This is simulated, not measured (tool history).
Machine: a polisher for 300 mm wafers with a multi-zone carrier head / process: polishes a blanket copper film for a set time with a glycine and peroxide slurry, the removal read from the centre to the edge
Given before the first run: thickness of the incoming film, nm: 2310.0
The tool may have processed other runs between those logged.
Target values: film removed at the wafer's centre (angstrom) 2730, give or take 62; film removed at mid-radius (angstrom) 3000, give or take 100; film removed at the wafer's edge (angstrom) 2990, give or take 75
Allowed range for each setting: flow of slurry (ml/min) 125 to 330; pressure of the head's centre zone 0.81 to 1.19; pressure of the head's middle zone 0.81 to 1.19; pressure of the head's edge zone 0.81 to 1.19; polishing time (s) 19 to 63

run  hour  flow of slurry (ml/min)  pressure of the head's centre zone  pressure of the head's middle zone  pressure of the head's edge zone  polishing time (s)  film removed at the wafer's centre (angstrom)  film removed at mid-radius (angstrom)  film removed at the wafer's edge (angstrom)
  1     0                      210                                   1                                   1                                 1                  41                                         2268.9                                 2232.7                                       2204.8
  2   6.8                      220                                0.99                                1.02                              1.05                  43                                         2381.9                                 2422.6                                       2436.7
  3  15.8                      220                                0.99                                1.09                              1.05                  43                                           2384                                 2520.6                                       2386.6
  4  16.5                      240                                0.99                                 1.1                              1.09                  44                                         2488.8                                 2629.1                                       2525.1
  5  20.6                      250                                0.98                                1.11                              1.12                  45                                         2480.1                                 2735.2                                       2611.2
     23.8  -- edge zone pressure recalibrated
  6  23.8                      250                                0.98                                1.11                              1.12                  40                                         2219.5                                 2442.3                                         2382
  7    28                      265                                0.98                                1.11                              1.14                  42                                         2379.4                                 2616.1                                       2512.7
  8  29.4                      270                                0.97                                 1.1                              1.15                  44                                         2458.9                                 2637.5                                       2655.9
  9    35                      275                                0.97                                1.11                              1.16                  45                                         2504.5                                 2743.5                                       2720.8
 10    41                      280                                0.97                                1.11                              1.17                  46                                           2562                                 2822.4                                       2840.1
 11  47.2                      290                                0.98                                1.12                              1.18                  46                                           2632                                 2916.2                                       2852.4
 12  54.6                      295                                0.98                                1.12                              1.18                  46                                         2623.5                                 2889.2                                       2857.8
 13  61.7                      300                                0.98                                1.12                              1.18                  46                                         2591.2                                 2854.2                                       2824.7

Which single option among these 4 for the next run brings every result within its allowed miss of target? Just one does.
  A  68.8                      295                                0.98                                1.13                              1.19                  48                                              ?                                      ?                                            ?
  B  68.8                      265                                0.95                                1.12                              1.09                  53                                              ?                                      ?                                            ?
  C  68.8                      275                                0.92                                1.16                              1.18                  51                                              ?                                      ?                                            ?
  D  68.8                      295                                0.94                                1.19                              1.11                  50                                              ?                                      ?                                            ?

move  film removed at the wafer's centre (angstrom)  film removed at mid-radius (angstrom)  film removed at the wafer's edge (angstrom)
   A                                         2736.5                                 3034.7                                       2996.5
   B                                         2893.2                                 3290.4                                       3137.1
   C                                         2707.7                                   3276                                       3151.7
   D                                         2734.4                                 3306.5                                       3008.8
A: every result lands within tolerance
B: the result that was furthest off in the last run now lies on the other side of its target
C: meets the target for the result that was furthest off, but another lies outside its allowed miss
D: meets the target for the result that was furthest off, but another lies outside its allowed miss
Correct choice: A, which meets every target
